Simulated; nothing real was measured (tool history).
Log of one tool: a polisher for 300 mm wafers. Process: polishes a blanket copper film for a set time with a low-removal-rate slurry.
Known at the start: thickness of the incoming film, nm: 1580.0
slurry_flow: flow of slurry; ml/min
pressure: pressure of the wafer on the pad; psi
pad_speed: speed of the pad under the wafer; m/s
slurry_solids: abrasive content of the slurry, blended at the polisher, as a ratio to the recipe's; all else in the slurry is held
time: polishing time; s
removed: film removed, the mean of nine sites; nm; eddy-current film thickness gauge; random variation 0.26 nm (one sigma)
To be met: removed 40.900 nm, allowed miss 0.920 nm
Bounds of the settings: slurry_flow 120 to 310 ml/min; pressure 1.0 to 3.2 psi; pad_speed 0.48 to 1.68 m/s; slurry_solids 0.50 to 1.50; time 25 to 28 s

run	hour	slurry_flow	pressure	pad_speed	slurry_solids	time	removed
1	0.0	200	2.1	1.08	1.00	28	53.507
2	4.5	200	2.1	1.08	1.00	25	48.394
3	12.6	200	2.1	1.08	0.90	25	47.462
4	15.6	245	2.1	1.08	0.90	25	48.553
5	18.2	200	2.1	1.08	0.90	25	47.169
6	19.5	150	2.1	1.08	0.90	25	45.805
7	24.4	145	2.0	1.08	0.90	25	42.872
8	24.9	135	2.0	1.08	0.90	25	42.372
9	28.1	130	2.0	1.08	0.90	25	42.377
10	29.0	130	2.0	1.08	0.90	25	42.819

5 next moves are on the table. One of them brings every result within its allowed miss. Which?
A	29.9	120	1.9	1.06	0.75	28	?
B	29.9	125	1.7	1.22	0.80	26	?
C	29.9	135	1.9	1.10	1.00	26	?
D	29.9	120	1.9	1.10	0.90	25	?
E	29.9	150	1.9	1.20	0.85	25	?

move	removed
A	43.411
B	42.527
C	44.157
D	40.976
E	45.892
A: further off than the last run
B: nearer than the last run, and not there yet
C: further off than the last run
D: meets every target
E: further off than the last run
The right move is D.
